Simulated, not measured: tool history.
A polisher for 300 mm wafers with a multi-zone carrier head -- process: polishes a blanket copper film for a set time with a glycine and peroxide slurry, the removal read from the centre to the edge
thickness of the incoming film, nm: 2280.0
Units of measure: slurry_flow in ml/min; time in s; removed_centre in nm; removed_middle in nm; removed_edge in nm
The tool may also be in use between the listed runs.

run 1 hour=0 | slurry_flow=220 centre_zone=1 middle_zone=1 edge_zone=1 time=51 | removed_centre=298.59 removed_middle=300.02 removed_edge=303.54
run 2 hour=1.9 | slurry_flow=210 centre_zone=0.96 middle_zone=1.01 edge_zone=1 time=47 | removed_centre=252.63 removed_middle=264.82 removed_edge=282.57
run 3 hour=6 | slurry_flow=210 centre_zone=0.96 middle_zone=1.07 edge_zone=1 time=47 | removed_centre=261.74 removed_middle=288.12 removed_edge=279.05
run 4 hour=7.5 | slurry_flow=210 centre_zone=0.96 middle_zone=1.07 edge_zone=0.92 time=47 | removed_centre=265.71 removed_middle=288.59 removed_edge=267.86
run 5 hour=8.1 | slurry_flow=205 centre_zone=0.93 middle_zone=1.08 edge_zone=0.92 time=44 | removed_centre=231.41 removed_middle=268.87 removed_edge=247.98
run 6 hour=14 | slurry_flow=200 centre_zone=0.91 middle_zone=1.07 edge_zone=0.91 time=43 | removed_centre=226.24 removed_middle=265.06 removed_edge=242.89
run 7 hour=17.7 | slurry_flow=200 centre_zone=0.91 middle_zone=1.07 edge_zone=0.91 time=43 | removed_centre=218.78 removed_middle=264.34 removed_edge=243.31

Run 8 has not been measured yet. What should we expect?
run 8 hour=21.1 | slurry_flow=195 centre_zone=0.9 middle_zone=1.05 edge_zone=0.9 time=41 | removed_centre=? removed_middle=? removed_edge=?

{"run 8": {"removed_centre": 210.5, "removed_middle": 239.02, "removed_edge": 230.19}}
